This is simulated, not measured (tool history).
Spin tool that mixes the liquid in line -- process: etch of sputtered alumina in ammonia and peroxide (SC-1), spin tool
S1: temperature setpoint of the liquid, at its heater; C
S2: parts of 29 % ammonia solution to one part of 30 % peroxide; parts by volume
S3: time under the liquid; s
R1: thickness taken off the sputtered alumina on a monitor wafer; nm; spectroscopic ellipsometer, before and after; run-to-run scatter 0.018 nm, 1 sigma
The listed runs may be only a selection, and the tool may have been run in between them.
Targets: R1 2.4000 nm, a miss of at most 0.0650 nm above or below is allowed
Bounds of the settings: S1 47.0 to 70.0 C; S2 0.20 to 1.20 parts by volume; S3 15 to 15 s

Run 1, hour 0.0: S1 63.0 C, S2 0.75 parts by volume, S3 15 s. Result: R1 1.9001 nm.
Run 2, hour 5.1: S1 64.5 C, S2 0.75 parts by volume, S3 15 s. Result: R1 2.0234 nm.
Run 3, hour 10.8: S1 64.5 C, S2 0.75 parts by volume, S3 15 s. Result: R1 2.0312 nm.
Run 4, hour 17.8: S1 70.0 C, S2 0.75 parts by volume, S3 15 s. Result: R1 2.6569 nm.
Run 5, hour 19.5: S1 63.0 C, S2 0.75 parts by volume, S3 15 s. Result: R1 1.8931 nm.
Run 6, hour 28.1: S1 63.0 C, S2 0.95 parts by volume, S3 15 s. Result: R1 1.9076 nm.
Run 7, hour 31.0: S1 63.0 C, S2 0.95 parts by volume, S3 15 s. Result: R1 1.9150 nm.
Run 8, hour 38.2: S1 64.5 C, S2 0.95 parts by volume, S3 15 s. Result: R1 2.0729 nm.
Run 9, hour 41.5: S1 65.5 C, S2 0.95 parts by volume, S3 15 s. Result: R1 2.1521 nm.
Run 10, hour 47.4: S1 66.0 C, S2 0.95 parts by volume, S3 15 s. Result: R1 2.2422 nm.
Run 11, hour 50.3: S1 66.5 C, S2 0.95 parts by volume, S3 15 s. Result: R1 2.2835 nm.
Run 12, hour 54.2: S1 66.5 C, S2 0.95 parts by volume, S3 15 s. Result: R1 2.2813 nm.

4 candidate next runs follow, results not yet known. Just one meets every target within its allowed miss. Identify it.
Run A, hour 58.1: S1 67.5 C, S2 0.85 parts by volume, S3 15 s. Result: R1 ?.
Run B, hour 58.1: S1 65.5 C, S2 0.90 parts by volume, S3 15 s. Result: R1 ?.
Run C, hour 58.1: S1 64.5 C, S2 1.20 parts by volume, S3 15 s. Result: R1 ?.
Run D, hour 58.1: S1 64.5 C, S2 1.10 parts by volume, S3 15 s. Result: R1 ?.

move      R1
   A  2.3966
   B  2.1841
   C  2.1357
   D  2.1182
A: every result within its allowed miss
B: the biggest miss grows against the last run
C: the biggest miss grows against the last run
D: the biggest miss grows against the last run
A meets every target.

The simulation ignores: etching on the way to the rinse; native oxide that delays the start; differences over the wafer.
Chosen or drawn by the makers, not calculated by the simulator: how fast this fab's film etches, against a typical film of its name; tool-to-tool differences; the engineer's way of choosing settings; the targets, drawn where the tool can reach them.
